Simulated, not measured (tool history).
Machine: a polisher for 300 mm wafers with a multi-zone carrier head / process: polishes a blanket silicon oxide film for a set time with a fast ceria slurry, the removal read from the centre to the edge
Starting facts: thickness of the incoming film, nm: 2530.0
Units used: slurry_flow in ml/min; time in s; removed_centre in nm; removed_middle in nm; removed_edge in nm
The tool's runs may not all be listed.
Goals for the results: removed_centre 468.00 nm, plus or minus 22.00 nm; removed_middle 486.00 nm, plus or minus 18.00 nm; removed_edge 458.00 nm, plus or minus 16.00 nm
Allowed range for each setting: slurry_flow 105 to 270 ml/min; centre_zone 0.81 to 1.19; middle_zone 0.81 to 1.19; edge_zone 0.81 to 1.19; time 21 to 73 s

run 1 day=0.000 | slurry_flow=175 centre_zone=1.00 middle_zone=1.00 edge_zone=1.00 time=47 | removed_centre=534.72 removed_middle=539.31 removed_edge=544.37
run 2 day=0.354 | slurry_flow=175 centre_zone=0.95 middle_zone=1.00 edge_zone=1.00 time=47 | removed_centre=486.45 removed_middle=533.07 removed_edge=521.78
run 3 day=0.658 | slurry_flow=135 centre_zone=0.95 middle_zone=1.00 edge_zone=1.00 time=47 | removed_centre=475.88 removed_middle=521.03 removed_edge=518.73
run 4 day=1.017 | slurry_flow=140 centre_zone=0.95 middle_zone=0.99 edge_zone=0.97 time=46 | removed_centre=466.72 removed_middle=497.19 removed_edge=500.69
run 5 day=1.383 | slurry_flow=140 centre_zone=0.95 middle_zone=0.99 edge_zone=0.97 time=56 | removed_centre=572.63 removed_middle=606.72 removed_edge=616.93
run 6 day=1.450 | slurry_flow=170 centre_zone=0.95 middle_zone=0.99 edge_zone=0.97 time=56 | removed_centre=590.03 removed_middle=619.60 removed_edge=622.68
run 7 day=1.712 | slurry_flow=180 centre_zone=0.95 middle_zone=0.99 edge_zone=0.94 time=53 | removed_centre=561.16 removed_middle=586.64 removed_edge=600.59
run 8 day=1.954 | slurry_flow=180 centre_zone=0.95 middle_zone=0.99 edge_zone=0.94 time=53 | removed_centre=565.89 removed_middle=598.91 removed_edge=586.96
run 9 day=2.304 | slurry_flow=185 centre_zone=0.95 middle_zone=0.98 edge_zone=0.92 time=51 | removed_centre=545.14 removed_middle=576.09 removed_edge=564.11
run 10 day=2.542 | slurry_flow=185 centre_zone=0.95 middle_zone=0.97 edge_zone=0.90 time=49 | removed_centre=529.72 removed_middle=546.31 removed_edge=531.94
run 11 day=2.746 | slurry_flow=180 centre_zone=0.94 middle_zone=0.96 edge_zone=0.88 time=48 | removed_centre=507.26 removed_middle=522.78 removed_edge=513.43
run 12 day=2.779 | slurry_flow=175 centre_zone=0.94 middle_zone=0.96 edge_zone=0.86 time=47 | removed_centre=496.30 removed_middle=506.19 removed_edge=496.39
run 13 day=2.875 | slurry_flow=170 centre_zone=0.94 middle_zone=0.97 edge_zone=0.85 time=47 | removed_centre=496.23 removed_middle=516.17 removed_edge=500.36
run 14 day=3.029 | slurry_flow=170 centre_zone=0.94 middle_zone=0.97 edge_zone=0.84 time=46 | removed_centre=486.66 removed_middle=512.54 removed_edge=485.32

5 candidate next runs follow, results not yet known. Just one meets every target within its allowed miss. Identify it.
run A day=3.183 | slurry_flow=135 centre_zone=0.92 middle_zone=0.94 edge_zone=0.93 time=50 | removed_centre=? removed_middle=? removed_edge=?
run B day=3.183 | slurry_flow=130 centre_zone=0.95 middle_zone=1.10 edge_zone=0.87 time=48 | removed_centre=? removed_middle=? removed_edge=?
run C day=3.183 | slurry_flow=155 centre_zone=0.94 middle_zone=0.95 edge_zone=0.89 time=48 | removed_centre=? removed_middle=? removed_edge=?
run D day=3.183 | slurry_flow=150 centre_zone=0.98 middle_zone=1.00 edge_zone=0.87 time=44 | removed_centre=? removed_middle=? removed_edge=?
run E day=3.183 | slurry_flow=200 centre_zone=0.93 middle_zone=1.10 edge_zone=0.85 time=43 | removed_centre=? removed_middle=? removed_edge=?

move=A removed_centre=499.57 removed_middle=516.06 removed_edge=541.86
move=B removed_centre=493.05 removed_middle=562.99 removed_edge=501.61
move=C removed_centre=500.29 removed_middle=508.94 removed_edge=516.38
move=D removed_centre=476.17 removed_middle=484.95 removed_edge=466.74
move=E removed_centre=459.47 removed_middle=532.39 removed_edge=462.44
A: its largest miss is bigger than the last run's
B: its largest miss is bigger than the last run's
C: its largest miss is bigger than the last run's
D: every result within its allowed miss
E: the furthest-off result lands on target, but another misses its tolerance
The move that meets every target is D.
